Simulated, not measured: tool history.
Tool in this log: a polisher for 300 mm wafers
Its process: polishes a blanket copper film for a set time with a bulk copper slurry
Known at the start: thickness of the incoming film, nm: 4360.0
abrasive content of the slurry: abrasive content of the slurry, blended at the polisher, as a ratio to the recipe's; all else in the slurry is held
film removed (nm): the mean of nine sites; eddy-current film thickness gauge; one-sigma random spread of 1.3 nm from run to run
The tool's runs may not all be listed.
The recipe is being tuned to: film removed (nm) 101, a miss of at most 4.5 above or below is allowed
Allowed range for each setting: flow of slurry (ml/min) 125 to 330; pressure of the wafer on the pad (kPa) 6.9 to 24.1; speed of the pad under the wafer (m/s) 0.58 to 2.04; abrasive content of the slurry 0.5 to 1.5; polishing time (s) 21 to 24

| run | hour | flow of slurry (ml/min) | pressure of the wafer on the pad (kPa) | speed of the pad under the wafer (m/s) | abrasive content of the slurry | polishing time (s) | film removed (nm) |
|---|---|---|---|---|---|---|---|
| 1 | 0 | 210 | 15.2 | 1.3 | 1 | 24 | 268.52 |
| 2 | 5.8 | 210 | 15.2 | 1.3 | 1.1 | 24 | 275.76 |
| 3 | 13.7 | 210 | 17.2 | 1.3 | 1.1 | 24 | 313.56 |
| 4 | 17.3 | 210 | 17.2 | 1.3 | 1.1 | 24 | 319.52 |
| 5 | 22.1 | 210 | 14.5 | 1.16 | 1.1 | 24 | 237.95 |
| 6 | 26.9 | 210 | 12.4 | 1.04 | 1.1 | 24 | 182.86 |
| 7 | 27.5 | 210 | 11 | 0.98 | 1.1 | 24 | 157.75 |
| 8 | 30.8 | 210 | 9.7 | 0.94 | 1.1 | 24 | 134.63 |
| 9 | 37.8 | 210 | 9 | 0.92 | 1.1 | 24 | 121.04 |
| 10 | 42.5 | 210 | 8.3 | 0.92 | 1.1 | 24 | 109.69 |

Consider the 5 candidate settings below. Which is the only one whose results all fall within their allowed miss of target?
| A | 47.2 | 185 | 11 | 0.68 | 0.95 | 23 | ? |
| B | 47.2 | 205 | 8.3 | 1.02 | 0.85 | 24 | ? |
| C | 47.2 | 190 | 9 | 0.82 | 1.1 | 21 | ? |
| D | 47.2 | 205 | 9.7 | 0.92 | 1.05 | 24 | ? |
| E | 47.2 | 225 | 9.7 | 0.88 | 1.25 | 21 | ? |

| move | film removed (nm) |
|---|---|
| A | 99.344 |
| B | 114.41 |
| C | 92.824 |
| D | 126.88 |
| E | 112.82 |
A: every result within its allowed miss
B: misses by more than the last run did
C: carries the result that was furthest off beyond its target, to the other side
D: misses by more than the last run did
E: misses by more than the last run did
The move that meets every target is A.

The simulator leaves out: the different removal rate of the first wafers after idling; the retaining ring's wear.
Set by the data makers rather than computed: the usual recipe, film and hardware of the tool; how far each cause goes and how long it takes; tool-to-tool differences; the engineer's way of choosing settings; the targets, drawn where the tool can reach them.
